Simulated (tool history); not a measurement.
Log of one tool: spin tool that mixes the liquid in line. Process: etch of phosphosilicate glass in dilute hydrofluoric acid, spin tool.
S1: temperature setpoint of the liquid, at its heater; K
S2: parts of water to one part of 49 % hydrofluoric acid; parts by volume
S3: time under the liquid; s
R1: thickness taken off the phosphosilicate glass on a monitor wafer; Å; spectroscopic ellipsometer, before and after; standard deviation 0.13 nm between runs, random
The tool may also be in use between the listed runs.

{"run": 1, "hour": 0.0, "S1": 294.15, "S2": 130, "S3": 15, "R1": 181.59}
{"run": 2, "hour": 5.9, "S1": 294.15, "S2": 130, "S3": 15, "R1": 181.92}
{"run": 3, "hour": 7.2, "S1": 294.15, "S2": 160, "S3": 15, "R1": 142.84}
{"run": 4, "hour": 15.6, "S1": 291.65, "S2": 160, "S3": 15, "R1": 129.09}
{"run": 5, "hour": 20.9, "S1": 291.65, "S2": 180, "S3": 15, "R1": 113.23}
{"run": 6, "hour": 29.0, "S1": 291.65, "S2": 180, "S3": 15, "R1": 113.02}
{"run": 7, "hour": 30.4, "S1": 293.65, "S2": 155, "S3": 15, "R1": 145.01}

Predict the results of run 8:
{"run": 8, "hour": 32.2, "S1": 297.65, "S2": 105, "S3": 15, "R1": "?"}

Run 8 came out at R1 266.55 Å.
